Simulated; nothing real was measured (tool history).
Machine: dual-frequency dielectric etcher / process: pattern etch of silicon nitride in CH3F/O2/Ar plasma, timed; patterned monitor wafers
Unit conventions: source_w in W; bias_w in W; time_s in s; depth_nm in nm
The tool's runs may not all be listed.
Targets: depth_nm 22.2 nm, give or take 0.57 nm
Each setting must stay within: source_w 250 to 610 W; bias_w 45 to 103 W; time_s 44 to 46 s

{"run": 1, "hour": 0.0, "source_w": 430, "bias_w": 74, "time_s": 44, "depth_nm": 31.143}
{"run": 2, "hour": 0.6, "source_w": 430, "bias_w": 74, "time_s": 44, "depth_nm": 31.426}
{"run": 3, "hour": 7.7, "source_w": 430, "bias_w": 67, "time_s": 44, "depth_nm": 30.549}
{"run": 4, "hour": 12.5, "source_w": 400, "bias_w": 64, "time_s": 44, "depth_nm": 28.799}
{"run": 5, "hour": 14.6, "source_w": 400, "bias_w": 64, "time_s": 44, "depth_nm": 28.584}
{"run": 6, "hour": 15.3, "source_w": 380, "bias_w": 62, "time_s": 44, "depth_nm": 27.374}
{"run": 7, "hour": 18.3, "source_w": 290, "bias_w": 48, "time_s": 44, "depth_nm": 20.846}
{"run": 8, "hour": 27.0, "source_w": 300, "bias_w": 48, "time_s": 44, "depth_nm": 21.422}

Exactly one of the 5 candidate moves below puts every result within its allowed miss. Which one?
{"run": "A", "hour": 35.7, "source_w": 280, "bias_w": 45, "time_s": 45.5, "depth_nm": "?"}
{"run": "B", "hour": 35.7, "source_w": 300, "bias_w": 47, "time_s": 46, "depth_nm": "?"}
{"run": "C", "hour": 35.7, "source_w": 280, "bias_w": 48, "time_s": 46, "depth_nm": "?"}
{"run": "D", "hour": 35.7, "source_w": 260, "bias_w": 61, "time_s": 46, "depth_nm": "?"}
{"run": "E", "hour": 35.7, "source_w": 310, "bias_w": 52, "time_s": 46, "depth_nm": "?"}

move=A depth_nm=20.737
move=B depth_nm=22.521
move=C depth_nm=21.341
move=D depth_nm=21.348
move=E depth_nm=23.788
A: the biggest miss grows against the last run
B: in spec on every target
C: the biggest miss grows against the last run
D: the biggest miss grows against the last run
E: the result that was furthest off in the last run now lies on the other side of its target
The move that meets every target is B.

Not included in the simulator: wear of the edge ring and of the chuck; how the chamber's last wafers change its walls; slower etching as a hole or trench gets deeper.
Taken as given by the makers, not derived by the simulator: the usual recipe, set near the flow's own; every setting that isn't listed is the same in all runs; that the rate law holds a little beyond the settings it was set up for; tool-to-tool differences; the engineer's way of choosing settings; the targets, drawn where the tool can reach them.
